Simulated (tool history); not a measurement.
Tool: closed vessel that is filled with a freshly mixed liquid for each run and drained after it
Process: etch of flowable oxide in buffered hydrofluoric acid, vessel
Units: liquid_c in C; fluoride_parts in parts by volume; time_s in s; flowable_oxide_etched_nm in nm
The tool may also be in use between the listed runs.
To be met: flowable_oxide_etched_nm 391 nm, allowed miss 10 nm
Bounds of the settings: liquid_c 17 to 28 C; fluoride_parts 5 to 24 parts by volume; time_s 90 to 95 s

| run | day | liquid_c | fluoride_parts | time_s | flowable_oxide_etched_nm |
|---|---|---|---|---|---|
| 1 | 0 | 20 | 14.5 | 90 | 317.77 |
| 2 | 0.354 | 20 | 14.5 | 90 | 318.74 |
| 3 | 0.525 | 20 | 14.5 | 95 | 335.79 |
| 4 | 0.871 | 20 | 11.5 | 95 | 419.01 |
| 5 | 0.917 | 20 | 13 | 95 | 373.33 |
| 6 | 1.258 | 20 | 15.5 | 95 | 319.98 |
| 7 | 1.517 | 21 | 15.5 | 95 | 332.95 |
| 8 | 1.767 | 21.5 | 15.5 | 95 | 339.7 |
| 9 | 1.962 | 22 | 15.5 | 95 | 350.67 |

5 next moves are on the table. One of them brings every result within its allowed miss. Which?
| A | 2.158 | 23 | 17.5 | 95 | ? |
| B | 2.158 | 21.5 | 16 | 90 | ? |
| C | 2.158 | 22 | 17 | 90 | ? |
| D | 2.158 | 23 | 15 | 90 | ? |
| E | 2.158 | 25 | 15.5 | 90 | ? |

| move | flowable_oxide_etched_nm |
|---|---|
| A | 330.84 |
| B | 315.11 |
| C | 305.19 |
| D | 364.78 |
| E | 393.99 |
A: further off than the last run
B: further off than the last run
C: further off than the last run
D: nearer than the last run, and not there yet
E: meets every target
The right move is E.

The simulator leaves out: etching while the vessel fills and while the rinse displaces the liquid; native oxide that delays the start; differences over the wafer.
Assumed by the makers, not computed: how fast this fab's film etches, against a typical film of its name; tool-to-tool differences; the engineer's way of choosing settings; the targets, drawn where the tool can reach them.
